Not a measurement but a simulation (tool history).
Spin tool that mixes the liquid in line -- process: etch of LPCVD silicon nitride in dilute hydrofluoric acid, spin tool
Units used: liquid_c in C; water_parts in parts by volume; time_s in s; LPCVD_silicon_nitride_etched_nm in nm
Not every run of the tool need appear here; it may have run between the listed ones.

| run | hour | liquid_c | water_parts | time_s | LPCVD_silicon_nitride_etched_nm |
|---|---|---|---|---|---|
| 1 | 0.0 | 21.0 | 70 | 325 | 1.7978 |
| 2 | 6.2 | 22.0 | 65 | 325 | 2.0262 |
| 3 | 14.6 | 22.0 | 50 | 325 | 2.6238 |
| 4 | 19.3 | 22.0 | 65 | 325 | 2.0189 |
| 5 | 27.0 | 22.0 | 65 | 345 | 2.0392 |
| 6 | 32.3 | 22.0 | 85 | 345 | 1.6935 |
| 7 | 38.6 | 23.0 | 80 | 345 | 1.7956 |
| 8 | 43.5 | 23.5 | 70 | 345 | 2.1779 |
| 9 | 47.1 | 24.0 | 65 | 345 | 2.4115 |
| 10 | 52.5 | 24.5 | 60 | 345 | 2.6935 |
| 11 | 54.8 | 25.0 | 60 | 345 | 2.8622 |

Run 12 is up next; what results do you expect?
| 12 | 59.3 | 25.5 | 60 | 345 | ? |

LPCVD_silicon_nitride_etched_nm: 2.9660 nm
